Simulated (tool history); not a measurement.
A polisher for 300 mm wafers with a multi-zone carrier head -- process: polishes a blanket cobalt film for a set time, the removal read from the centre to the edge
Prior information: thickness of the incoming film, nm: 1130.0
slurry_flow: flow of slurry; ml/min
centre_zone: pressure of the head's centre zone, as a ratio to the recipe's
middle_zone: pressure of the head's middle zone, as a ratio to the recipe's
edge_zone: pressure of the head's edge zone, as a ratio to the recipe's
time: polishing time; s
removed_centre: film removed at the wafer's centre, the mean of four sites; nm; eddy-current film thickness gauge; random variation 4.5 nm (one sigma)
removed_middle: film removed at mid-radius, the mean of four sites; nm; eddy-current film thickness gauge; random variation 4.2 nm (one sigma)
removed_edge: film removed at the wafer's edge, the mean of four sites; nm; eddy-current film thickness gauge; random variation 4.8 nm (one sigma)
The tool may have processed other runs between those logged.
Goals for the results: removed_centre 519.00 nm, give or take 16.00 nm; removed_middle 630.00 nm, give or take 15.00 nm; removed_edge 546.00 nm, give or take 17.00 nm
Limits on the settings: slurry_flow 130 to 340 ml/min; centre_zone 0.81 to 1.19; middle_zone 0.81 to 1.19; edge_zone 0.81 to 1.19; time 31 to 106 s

| run | hour | slurry_flow | centre_zone | middle_zone | edge_zone | time | removed_centre | removed_middle | removed_edge |
|---|---|---|---|---|---|---|---|---|---|
| 1 | 0.0 | 220 | 1.00 | 1.00 | 1.00 | 68 | 400.12 | 397.29 | 409.95 |
| 2 | 4.7 | 220 | 1.05 | 1.00 | 1.00 | 68 | 418.48 | 390.79 | 403.95 |
| 3 | 7.5 | 235 | 1.03 | 1.04 | 1.01 | 72 | 444.87 | 433.45 | 432.68 |
| 4 | 8.4 | 235 | 1.03 | 1.04 | 0.95 | 72 | 440.44 | 442.35 | 417.71 |
| 5 | 13.6 | 235 | 1.03 | 1.04 | 0.95 | 64 | 393.25 | 385.56 | 375.94 |
| 6 | 17.2 | 245 | 1.01 | 1.07 | 0.97 | 69 | 415.95 | 430.58 | 410.73 |
| 7 | 19.2 | 255 | 1.00 | 1.10 | 0.98 | 73 | 428.79 | 471.68 | 436.52 |
| 8 | 26.3 | 265 | 1.00 | 1.12 | 0.99 | 76 | 462.31 | 500.15 | 462.09 |
| 9 | 33.9 | 270 | 0.99 | 1.14 | 0.99 | 79 | 466.82 | 525.89 | 475.77 |

Below are 5 possible settings for the next run. Only one of them brings all results inside the allowed miss of their targets. Which is it?
| A | 41.5 | 275 | 0.83 | 0.88 | 1.19 | 80 | ? | ? | ? |
| B | 41.5 | 260 | 0.98 | 0.96 | 1.19 | 78 | ? | ? | ? |
| C | 41.5 | 325 | 0.97 | 1.09 | 0.92 | 70 | ? | ? | ? |
| D | 41.5 | 260 | 0.95 | 1.19 | 1.00 | 91 | ? | ? | ? |
| E | 41.5 | 290 | 1.17 | 1.02 | 1.02 | 73 | ? | ? | ? |

| move | removed_centre | removed_middle | removed_edge |
|---|---|---|---|
| A | 401.00 | 433.02 | 528.96 |
| B | 459.44 | 450.82 | 512.82 |
| C | 418.67 | 460.89 | 411.49 |
| D | 520.31 | 631.93 | 546.40 |
| E | 520.83 | 448.84 | 447.44 |
A: lands further from the targets than the last run did
B: lands further from the targets than the last run did
C: lands further from the targets than the last run did
D: meets every target
E: lands further from the targets than the last run did
The move that meets every target is D.
